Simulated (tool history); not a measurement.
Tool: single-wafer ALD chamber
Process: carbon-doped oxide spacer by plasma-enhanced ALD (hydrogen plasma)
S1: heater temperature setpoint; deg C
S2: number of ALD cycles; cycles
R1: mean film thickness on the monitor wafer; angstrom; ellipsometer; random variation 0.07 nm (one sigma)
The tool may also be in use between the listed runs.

{"run": 1, "hour": 0.0, "S1": 420, "S2": 420, "R1": 165.14}
{"run": 2, "hour": 3.1, "S1": 420, "S2": 456, "R1": 181.01}
{"run": 3, "hour": 9.3, "S1": 420, "S2": 430, "R1": 168.36}
{"run": 4, "hour": 14.6, "S1": 420, "S2": 481, "R1": 190.1}
{"run": 5, "hour": 19.8, "S1": 428, "S2": 481, "R1": 185.43}
{"run": 6, "hour": 22.2, "S1": 428, "S2": 541, "R1": 209.6}
{"run": 7, "hour": 29.3, "S1": 430, "S2": 513, "R1": 196.01}
{"run": 8, "hour": 33.1, "S1": 432, "S2": 490, "R1": 185.55}
{"run": 9, "hour": 39.0, "S1": 440, "S2": 423, "R1": 156.65}
{"run": 10, "hour": 47.2, "S1": 440, "S2": 413, "R1": 153.62}
{"run": 11, "hour": 56.4, "S1": 440, "S2": 413, "R1": 154.21}
{"run": 12, "hour": 57.7, "S1": 440, "S2": 404, "R1": 149.15}
{"run": 13, "hour": 61.7, "S1": 440, "S2": 397, "R1": 148.48}
{"run": 14, "hour": 67.5, "S1": 440, "S2": 390, "R1": 144.64}
{"run": 15, "hour": 77.0, "S1": 440, "S2": 390, "R1": 144.87}
{"run": 16, "hour": 79.9, "S1": 440, "S2": 385, "R1": 142.72}
{"run": 17, "hour": 86.3, "S1": 440, "S2": 381, "R1": 140.72}
{"run": 18, "hour": 92.0, "S1": 440, "S2": 378, "R1": 140.26}
{"run": 19, "hour": 101.1, "S1": 440, "S2": 375, "R1": 139.37}

Run 20 comes next. What will it give?
{"run": 20, "hour": 109.6, "S1": 440, "S2": 372, "R1": "?"}

Run 20 gave R1 138.3 angstrom.
